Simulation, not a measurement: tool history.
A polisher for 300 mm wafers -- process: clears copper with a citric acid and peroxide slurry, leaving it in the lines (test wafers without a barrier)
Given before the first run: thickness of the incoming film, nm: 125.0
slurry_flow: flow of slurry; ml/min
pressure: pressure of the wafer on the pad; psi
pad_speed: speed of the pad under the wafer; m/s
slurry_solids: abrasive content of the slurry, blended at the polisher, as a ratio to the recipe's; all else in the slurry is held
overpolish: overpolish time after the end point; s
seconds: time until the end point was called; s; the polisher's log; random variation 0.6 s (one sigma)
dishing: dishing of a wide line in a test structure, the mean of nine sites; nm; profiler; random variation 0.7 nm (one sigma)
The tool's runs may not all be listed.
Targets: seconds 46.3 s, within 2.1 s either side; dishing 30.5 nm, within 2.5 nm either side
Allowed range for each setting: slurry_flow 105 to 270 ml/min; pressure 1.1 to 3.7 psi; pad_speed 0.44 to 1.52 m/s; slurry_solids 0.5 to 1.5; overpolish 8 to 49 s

{"run": 1, "hour": 0.0, "slurry_flow": 175, "pressure": 2.4, "pad_speed": 0.98, "slurry_solids": 1, "overpolish": 25, "seconds": 80.497, "dishing": 26.492}
{"run": 2, "hour": 1.1, "slurry_flow": 175, "pressure": 2.4, "pad_speed": 0.98, "slurry_solids": 1, "overpolish": 33, "seconds": 81.757, "dishing": 33.3}
{"run": 3, "hour": 1.7, "slurry_flow": 200, "pressure": 2.4, "pad_speed": 0.98, "slurry_solids": 1, "overpolish": 33, "seconds": 79.821, "dishing": 33.741}
{"run": 4, "hour": 4.0, "slurry_flow": 200, "pressure": 2, "pad_speed": 0.98, "slurry_solids": 1, "overpolish": 33, "seconds": 94.616, "dishing": 28.61}
{"run": 5, "hour": 9.8, "slurry_flow": 200, "pressure": 2.2, "pad_speed": 0.98, "slurry_solids": 1, "overpolish": 30, "seconds": 85.206, "dishing": 28.651}
{"run": 6, "hour": 15.0, "slurry_flow": 205, "pressure": 2.4, "pad_speed": 0.98, "slurry_solids": 1, "overpolish": 28, "seconds": 80.345, "dishing": 29.165}
{"run": 7, "hour": 21.7, "slurry_flow": 205, "pressure": 2.6, "pad_speed": 1, "slurry_solids": 1, "overpolish": 26, "seconds": 71.503, "dishing": 29.485}
{"run": 8, "hour": 26.9, "slurry_flow": 205, "pressure": 2.7, "pad_speed": 1, "slurry_solids": 1, "overpolish": 25, "seconds": 69.761, "dishing": 28.244}
{"run": 9, "hour": 35.7, "slurry_flow": 205, "pressure": 2.8, "pad_speed": 1, "slurry_solids": 1, "overpolish": 24, "seconds": 66.779, "dishing": 29.121}
{"run": 10, "hour": 37.9, "slurry_flow": 205, "pressure": 2.9, "pad_speed": 1, "slurry_solids": 1, "overpolish": 23, "seconds": 64, "dishing": 30.011}
{"run": 11, "hour": 38.5, "slurry_flow": 205, "pressure": 3, "pad_speed": 1, "slurry_solids": 1, "overpolish": 22, "seconds": 61.427, "dishing": 29.344}
{"run": 12, "hour": 43.8, "slurry_flow": 205, "pressure": 3.1, "pad_speed": 1, "slurry_solids": 1, "overpolish": 21, "seconds": 59.03, "dishing": 27.384}
{"run": 13, "hour": 46.7, "slurry_flow": 205, "pressure": 3.2, "pad_speed": 1, "slurry_solids": 1, "overpolish": 21, "seconds": 59.269, "dishing": 29.357}
{"run": 14, "hour": 53.8, "slurry_flow": 205, "pressure": 3.3, "pad_speed": 1, "slurry_solids": 1, "overpolish": 20, "seconds": 57.495, "dishing": 29.237}
{"run": 15, "hour": 57.8, "slurry_flow": 205, "pressure": 3.4, "pad_speed": 1, "slurry_solids": 1, "overpolish": 19, "seconds": 54.697, "dishing": 28.985}
{"run": 16, "hour": 61.5, "slurry_flow": 210, "pressure": 3.6, "pad_speed": 1.04, "slurry_solids": 1, "overpolish": 17, "seconds": 50.847, "dishing": 28.58}
{"run": 17, "hour": 62.6, "slurry_flow": 210, "pressure": 3.6, "pad_speed": 1.06, "slurry_solids": 1, "overpolish": 17, "seconds": 48.836, "dishing": 29.045}

Next run, 4 choices. One meets every target within its allowed miss, the rest don't. Which?
{"run": "A", "hour": 63.7, "slurry_flow": 235, "pressure": 3.7, "pad_speed": 1.16, "slurry_solids": 1.05, "overpolish": 18, "seconds": "?", "dishing": "?"}
{"run": "B", "hour": 63.7, "slurry_flow": 210, "pressure": 3.7, "pad_speed": 1.28, "slurry_solids": 0.85, "overpolish": 15, "seconds": "?", "dishing": "?"}
{"run": "C", "hour": 63.7, "slurry_flow": 210, "pressure": 3.7, "pad_speed": 1.02, "slurry_solids": 0.95, "overpolish": 15, "seconds": "?", "dishing": "?"}
{"run": "D", "hour": 63.7, "slurry_flow": 200, "pressure": 3.6, "pad_speed": 1.16, "slurry_solids": 1, "overpolish": 16, "seconds": "?", "dishing": "?"}

move=A seconds=42.904 dishing=34.065
move=B seconds=41.079 dishing=30.017
move=C seconds=50.315 dishing=24.894
move=D seconds=45.429 dishing=29.017
A: moves the result that the last run missed by most past its target, out the other side
B: moves the result that the last run missed by most past its target, out the other side
C: the biggest miss grows against the last run
D: every result lands within tolerance
D meets every target.
